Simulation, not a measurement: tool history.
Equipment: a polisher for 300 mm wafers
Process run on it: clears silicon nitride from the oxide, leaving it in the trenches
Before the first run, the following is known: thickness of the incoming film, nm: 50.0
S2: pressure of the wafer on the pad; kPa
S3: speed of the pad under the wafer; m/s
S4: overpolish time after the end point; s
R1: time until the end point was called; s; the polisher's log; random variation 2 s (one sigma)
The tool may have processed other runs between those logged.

Run 1, hour 0.0: flow of slurry (ml/min) 200, S2 12.4 kPa, S3 0.92 m/s, S4 41 s. Result: R1 83.996 s.
Run 2, hour 7.0: flow of slurry (ml/min) 200, S2 12.4 kPa, S3 0.92 m/s, S4 41 s. Result: R1 87.571 s.
Run 3, hour 11.1: flow of slurry (ml/min) 200, S2 11.7 kPa, S3 0.92 m/s, S4 41 s. Result: R1 90.838 s.
Run 4, hour 19.5: flow of slurry (ml/min) 200, S2 11.0 kPa, S3 0.92 m/s, S4 41 s. Result: R1 93.520 s.
Run 5, hour 27.1: flow of slurry (ml/min) 200, S2 10.3 kPa, S3 0.92 m/s, S4 41 s. Result: R1 96.226 s.
Run 6, hour 28.3: flow of slurry (ml/min) 200, S2 10.3 kPa, S3 1.08 m/s, S4 41 s. Result: R1 83.627 s.
At hour 36.9: worn pad replaced by a new one.
Run 7, hour 36.9: flow of slurry (ml/min) 200, S2 10.3 kPa, S3 1.08 m/s, S4 41 s. Result: R1 76.351 s.

The next listed run, before its measurement:
Run 8, hour 37.5: flow of slurry (ml/min) 200, S2 9.7 kPa, S3 1.06 m/s, S4 41 s. Result: R1 ?.

R1: 81.241 s
